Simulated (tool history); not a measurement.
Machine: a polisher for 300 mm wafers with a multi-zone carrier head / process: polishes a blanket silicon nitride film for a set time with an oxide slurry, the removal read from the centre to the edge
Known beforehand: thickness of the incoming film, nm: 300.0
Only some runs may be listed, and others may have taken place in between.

run,hour,flow of slurry (ml/min),pressure of the head's centre zone,pressure of the head's middle zone,pressure of the head's edge zone,abrasive content of the slurry,polishing time (s),film removed at the wafer's centre (angstrom),film removed at mid-radius (angstrom),film removed at the wafer's edge (angstrom)
1,0,140,1,1,1,1,86,536.57,594.48,600.33
2,5,150,1.03,0.98,1.03,1.05,86,575.46,604.53,638.66
3,12.5,160,1.06,0.97,1.05,1.05,86,589.63,597.35,634.17
4,14.7,160,1.06,0.97,1.05,1.25,86,622.92,640.91,672.47
5,19,160,1.06,0.97,1.05,1.25,76,549.55,559.95,590.89
6,21.1,160,1.06,0.97,1,1.25,76,552.17,556.69,586
7,28.4,165,1.08,0.95,1.02,1.3,78,581.62,568.75,607.58
# hour 36.9: centre zone pressure recalibrated
8,36.9,170,1.1,0.93,1.05,1.35,80,634.88,582.94,643.37
9,39.3,175,1.1,0.92,1.07,1.4,81,671.04,595.97,675.79

What does the tool deliver on the next run?
10,41.7,180,1.1,0.92,1.09,1.4,81,?,?,?

film removed at the wafer's centre (angstrom): 674.94
film removed at mid-radius (angstrom): 590
film removed at the wafer's edge (angstrom): 666.21
